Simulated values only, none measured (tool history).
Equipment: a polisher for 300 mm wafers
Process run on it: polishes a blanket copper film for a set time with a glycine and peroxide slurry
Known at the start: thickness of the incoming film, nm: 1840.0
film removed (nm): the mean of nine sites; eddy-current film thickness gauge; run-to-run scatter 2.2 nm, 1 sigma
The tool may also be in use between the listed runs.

run	hour	flow of slurry (ml/min)	pressure of the wafer on the pad (psi)	speed of the pad under the wafer (cm/s)	polishing time (s)	film removed (nm)
1	0.0	235	2.1	130	20	109.18
2	5.2	235	2.2	132	20	113.40
3	9.7	235	1.9	132	20	103.23
4	14.0	235	2.1	134	20	114.40
5	22.0	235	2.1	134	18	101.51
6	23.1	235	2.6	134	18	120.33

Run 7 has not been measured yet. What should we expect?
7	31.0	235	2.6	134	18	?

{"run 7": {"film removed (nm)": 120.44}}
